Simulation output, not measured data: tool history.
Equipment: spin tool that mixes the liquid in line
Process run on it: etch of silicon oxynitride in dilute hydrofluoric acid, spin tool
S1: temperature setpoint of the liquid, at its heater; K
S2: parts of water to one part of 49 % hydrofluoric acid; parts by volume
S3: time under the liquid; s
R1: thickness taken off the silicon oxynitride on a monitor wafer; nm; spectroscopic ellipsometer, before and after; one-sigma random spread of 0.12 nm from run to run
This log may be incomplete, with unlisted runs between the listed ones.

{"run": 1, "hour": 0.0, "S1": 293.15, "S2": 130, "S3": 280, "R1": 2.8653}
{"run": 2, "hour": 6.8, "S1": 293.15, "S2": 170, "S3": 280, "R1": 2.2367}
{"run": 3, "hour": 12.1, "S1": 293.15, "S2": 170, "S3": 300, "R1": 2.3091}
{"run": 4, "hour": 14.0, "S1": 294.15, "S2": 150, "S3": 300, "R1": 2.812}
{"run": 5, "hour": 18.2, "S1": 294.15, "S2": 130, "S3": 300, "R1": 3.3885}
{"run": 6, "hour": 24.5, "S1": 295.15, "S2": 115, "S3": 300, "R1": 3.9568}
{"run": 7, "hour": 31.2, "S1": 295.15, "S2": 115, "S3": 300, "R1": 4.0524}
{"run": 8, "hour": 35.3, "S1": 296.15, "S2": 105, "S3": 300, "R1": 4.5288}
{"run": 9, "hour": 41.3, "S1": 296.65, "S2": 95, "S3": 300, "R1": 5.3682}
{"run": 10, "hour": 47.0, "S1": 297.15, "S2": 90, "S3": 300, "R1": 5.7178}
{"run": 11, "hour": 54.9, "S1": 297.65, "S2": 85, "S3": 300, "R1": 6.1572}
{"run": 12, "hour": 56.0, "S1": 297.65, "S2": 85, "S3": 300, "R1": 6.3345}
{"run": 13, "hour": 58.3, "S1": 301.15, "S2": 50, "S3": 300, "R1": 12.842}

The next listed run, before its measurement:
{"run": 14, "hour": 60.4, "S1": 300.65, "S2": 50, "S3": 300, "R1": "?"}

{"run 14": {"R1": 12.908}}

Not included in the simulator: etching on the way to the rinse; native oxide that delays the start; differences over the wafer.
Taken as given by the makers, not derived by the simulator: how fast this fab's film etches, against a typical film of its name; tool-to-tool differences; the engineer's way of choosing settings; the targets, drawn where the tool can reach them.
